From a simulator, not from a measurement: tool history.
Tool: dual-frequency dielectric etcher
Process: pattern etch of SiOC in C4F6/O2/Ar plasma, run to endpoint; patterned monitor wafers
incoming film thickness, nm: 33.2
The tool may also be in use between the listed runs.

run,hour,bias power (W),source power (W),endpoint time (s)
1,0.0,430,280,12.496
2,2.0,396,280,12.990
3,3.2,417,280,12.570
4,11.7,417,240,13.378
5,14.1,417,270,12.766
6,22.2,435,270,12.500

Run 7 comes next. What will it give?
7,30.7,448,270,?

Run 7 gave endpoint time (s) 12.560.
